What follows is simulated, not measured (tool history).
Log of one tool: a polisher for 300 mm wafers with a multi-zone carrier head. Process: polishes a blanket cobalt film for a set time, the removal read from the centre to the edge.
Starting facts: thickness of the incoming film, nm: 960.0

run,day,flow of slurry (ml/min),pressure of the head's centre zone,pressure of the head's middle zone,pressure of the head's edge zone,polishing time (s),film removed at the wafer's centre (angstrom),film removed at mid-radius (angstrom),film removed at the wafer's edge (angstrom)
1,0.000,235,1.00,1.00,1.00,48,1848.6,1898.6,1883.3
2,0.038,230,1.01,1.01,0.97,48,1878.6,1880.0,1851.6
3,0.412,230,1.01,1.03,0.94,48,1916.6,1922.7,1839.5
4,0.742,260,1.01,1.03,0.94,48,1938.2,1929.2,1877.4
5,1.062,260,1.01,1.03,0.94,57,2203.1,2270.8,2185.1
6,1.096,280,1.01,1.03,0.94,57,2328.4,2349.6,2231.4
# day 1.138: worn pad replaced by a new one
7,1.138,255,1.01,1.05,0.90,54,2314.9,2421.6,2248.6
8,1.288,250,1.04,1.09,0.96,52,2276.6,2391.3,2176.5

What will run 9 give?
9,1.600,240,1.03,1.08,0.92,49,?,?,?

Run 9 yielded film removed at the wafer's centre (angstrom) 2122.4, film removed at mid-radius (angstrom) 2208.0, film removed at the wafer's edge (angstrom) 2023.1.
